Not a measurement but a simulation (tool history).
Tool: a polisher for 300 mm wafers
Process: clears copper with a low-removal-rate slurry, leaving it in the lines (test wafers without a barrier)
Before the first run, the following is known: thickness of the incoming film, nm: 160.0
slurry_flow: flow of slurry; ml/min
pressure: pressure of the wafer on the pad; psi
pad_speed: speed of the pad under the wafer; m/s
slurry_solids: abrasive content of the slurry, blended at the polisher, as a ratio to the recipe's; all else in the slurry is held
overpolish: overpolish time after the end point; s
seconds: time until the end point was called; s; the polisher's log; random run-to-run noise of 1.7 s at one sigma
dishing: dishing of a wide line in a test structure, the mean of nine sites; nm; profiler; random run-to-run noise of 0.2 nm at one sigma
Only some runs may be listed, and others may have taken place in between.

Run 1, day 0: slurry_flow 230 ml/min, pressure 2.3 psi, pad_speed 0.84 m/s, slurry_solids 1, overpolish 21 s. Result: seconds 108.37 s, dishing 24.12 nm.
Run 2, day 0.1: slurry_flow 230 ml/min, pressure 2.3 psi, pad_speed 0.72 m/s, slurry_solids 1, overpolish 21 s. Result: seconds 117.2 s, dishing 22.208 nm.
Run 3, day 0.262: slurry_flow 230 ml/min, pressure 2.3 psi, pad_speed 0.64 m/s, slurry_solids 1, overpolish 21 s. Result: seconds 128.51 s, dishing 20.686 nm.
Run 4, day 0.458: slurry_flow 230 ml/min, pressure 2.4 psi, pad_speed 0.64 m/s, slurry_solids 1, overpolish 19 s. Result: seconds 124.01 s, dishing 19.658 nm.
At day 0.488: slurry nozzle cleaned.
Run 5, day 0.488: slurry_flow 230 ml/min, pressure 2.5 psi, pad_speed 0.64 m/s, slurry_solids 1, overpolish 17 s. Result: seconds 106.8 s, dishing 19.778 nm.
Run 6, day 0.621: slurry_flow 230 ml/min, pressure 2.5 psi, pad_speed 0.64 m/s, slurry_solids 1.15, overpolish 17 s. Result: seconds 107.2 s, dishing 20.415 nm.
Run 7, day 0.775: slurry_flow 230 ml/min, pressure 2.5 psi, pad_speed 0.64 m/s, slurry_solids 1.15, overpolish 16 s. Result: seconds 106.43 s, dishing 19.109 nm.

Estimate the outcome of run 8 from the log above:
Run 8, day 1.079: slurry_flow 230 ml/min, pressure 2.5 psi, pad_speed 0.64 m/s, slurry_solids 1.15, overpolish 15 s. Result: seconds ?, dishing ?.

Run 8 produced seconds 102.84 s, dishing 18.173 nm.
